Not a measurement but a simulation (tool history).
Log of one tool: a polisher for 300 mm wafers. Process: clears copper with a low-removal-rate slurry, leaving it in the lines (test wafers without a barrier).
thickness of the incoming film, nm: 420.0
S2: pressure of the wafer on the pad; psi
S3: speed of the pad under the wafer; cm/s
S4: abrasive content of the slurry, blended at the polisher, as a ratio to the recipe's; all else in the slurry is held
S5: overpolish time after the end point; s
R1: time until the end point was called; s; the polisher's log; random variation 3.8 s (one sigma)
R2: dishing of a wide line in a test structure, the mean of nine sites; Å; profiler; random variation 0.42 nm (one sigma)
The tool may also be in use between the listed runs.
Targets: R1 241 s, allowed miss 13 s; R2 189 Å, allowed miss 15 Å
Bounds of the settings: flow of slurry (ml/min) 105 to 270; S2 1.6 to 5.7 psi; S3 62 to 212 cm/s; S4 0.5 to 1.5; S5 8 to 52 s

Run 1, day 0: flow of slurry (ml/min) 175, S2 3.6 psi, S3 136 cm/s, S4 1, S5 26 s. Result: R1 107.56 s, R2 640.57 Å.
Run 2, day 0.271: flow of slurry (ml/min) 175, S2 3.3 psi, S3 130 cm/s, S4 1, S5 23 s. Result: R1 121.77 s, R2 531.72 Å.
Run 3, day 0.308: flow of slurry (ml/min) 175, S2 3.3 psi, S3 146 cm/s, S4 1, S5 23 s. Result: R1 107.64 s, R2 566.2 Å.
Run 4, day 0.667: flow of slurry (ml/min) 175, S2 3.3 psi, S3 146 cm/s, S4 1, S5 11 s. Result: R1 106.41 s, R2 316.68 Å.
Run 5, day 1: flow of slurry (ml/min) 175, S2 3.3 psi, S3 146 cm/s, S4 1, S5 16 s. Result: R1 108.95 s, R2 417.33 Å.
Run 6, day 1.317: flow of slurry (ml/min) 175, S2 3.1 psi, S3 140 cm/s, S4 1, S5 15 s. Result: R1 116.67 s, R2 381.29 Å.
Run 7, day 1.588: flow of slurry (ml/min) 170, S2 2.9 psi, S3 132 cm/s, S4 0.95, S5 14 s. Result: R1 133.28 s, R2 323.44 Å.
Run 8, day 1.796: flow of slurry (ml/min) 160, S2 1.9 psi, S3 98 cm/s, S4 0.9, S5 13 s. Result: R1 263.77 s, R2 166.5 Å.

Which of these 5 next moves meets every target?
Run A, day 2.004: flow of slurry (ml/min) 175, S2 2 psi, S3 90 cm/s, S4 0.95, S5 15 s. Result: R1 ?, R2 ?.
Run B, day 2.004: flow of slurry (ml/min) 205, S2 2 psi, S3 116 cm/s, S4 0.85, S5 16 s. Result: R1 ?, R2 ?.
Run C, day 2.004: flow of slurry (ml/min) 180, S2 2.7 psi, S3 86 cm/s, S4 0.85, S5 15 s. Result: R1 ?, R2 ?.
Run D, day 2.004: flow of slurry (ml/min) 145, S2 2.4 psi, S3 94 cm/s, S4 0.55, S5 14 s. Result: R1 ?, R2 ?.
Run E, day 2.004: flow of slurry (ml/min) 180, S2 2 psi, S3 102 cm/s, S4 0.9, S5 17 s. Result: R1 ?, R2 ?.

move      R1      R2
   A  266.71  175.76
   B  213.63  226.69
   C  210.58  219.92
   D  241.63  181.82
   E  241.02  215.08
A: further off than the last run
B: takes the result that was furthest off past its target
C: takes the result that was furthest off past its target
D: meets every target
E: brings the result that was furthest off to its target, and leaves another outside
The right move is D.
